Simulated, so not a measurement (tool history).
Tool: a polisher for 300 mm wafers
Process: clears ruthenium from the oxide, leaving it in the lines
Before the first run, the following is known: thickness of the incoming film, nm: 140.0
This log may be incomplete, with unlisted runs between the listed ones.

| run | hour | flow of slurry (ml/min) | pressure of the wafer on the pad (kPa) | speed of the pad under the wafer (m/s) | overpolish time after the end point (s) | time until the end point was called (s) |
|---|---|---|---|---|---|---|
| 1 | 0 | 270 | 14.5 | 1.2 | 7 | 75.172 |
| 2 | 2.1 | 270 | 14.5 | 1.2 | 7 | 77.964 |
| 3 | 7 | 270 | 14.5 | 1.42 | 7 | 63.804 |
| 4 | 15.6 | 270 | 13.1 | 1.42 | 7 | 70.082 |
| 5 | 19.8 | 270 | 15.9 | 1.42 | 7 | 61.689 |
| 6 | 20.7 | 270 | 15.9 | 1.42 | 7 | 62.852 |

Predict the results of run 7:
| 7 | 23.1 | 270 | 14.5 | 1.38 | 7 | ? |

{"run 7": {"time until the end point was called (s)": 67.529}}
